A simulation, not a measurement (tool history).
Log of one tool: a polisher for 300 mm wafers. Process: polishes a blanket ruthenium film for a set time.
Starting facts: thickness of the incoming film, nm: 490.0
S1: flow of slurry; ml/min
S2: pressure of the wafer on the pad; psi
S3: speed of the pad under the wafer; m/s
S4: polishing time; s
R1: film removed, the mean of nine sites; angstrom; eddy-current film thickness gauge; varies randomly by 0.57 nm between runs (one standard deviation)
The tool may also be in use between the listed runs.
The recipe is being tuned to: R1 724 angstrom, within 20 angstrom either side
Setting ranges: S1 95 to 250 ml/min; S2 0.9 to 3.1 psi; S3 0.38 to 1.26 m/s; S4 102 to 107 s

| run | hour | S1 | S2 | S3 | S4 | R1 |
|---|---|---|---|---|---|---|
| 1 | 0 | 160 | 2 | 0.82 | 102 | 1048 |
| 2 | 2.9 | 160 | 2 | 0.82 | 102 | 1048.1 |
| 3 | 4.6 | 150 | 1.8 | 0.82 | 102 | 935.94 |
| 4 | 9.1 | 120 | 1.8 | 0.82 | 102 | 908.68 |
| 5 | 12.5 | 115 | 1.7 | 0.82 | 102 | 857.49 |
| 6 | 21 | 115 | 1.7 | 0.82 | 107 | 889 |
| 7 | 23.5 | 110 | 1.6 | 0.82 | 107 | 834.72 |
| 8 | 30.9 | 110 | 1.5 | 0.82 | 107 | 790.72 |

Exactly one of the 5 candidate moves below puts every result within its allowed miss. Which one?
| A | 38.3 | 110 | 1.7 | 0.84 | 106 | ? |
| B | 38.3 | 150 | 1.6 | 0.7 | 107 | ? |
| C | 38.3 | 125 | 1.3 | 0.84 | 107 | ? |
| D | 38.3 | 95 | 1.6 | 0.86 | 106 | ? |
| E | 38.3 | 120 | 1.7 | 0.76 | 107 | ? |

| move | R1 |
|---|---|
| A | 906.78 |
| B | 758.37 |
| C | 721.93 |
| D | 853.86 |
| E | 842.3 |
A: lands further from the targets than the last run did
B: nearer than the last run, and not there yet
C: all results in spec
D: lands further from the targets than the last run did
E: lands further from the targets than the last run did
Go with C: it meets all targets.
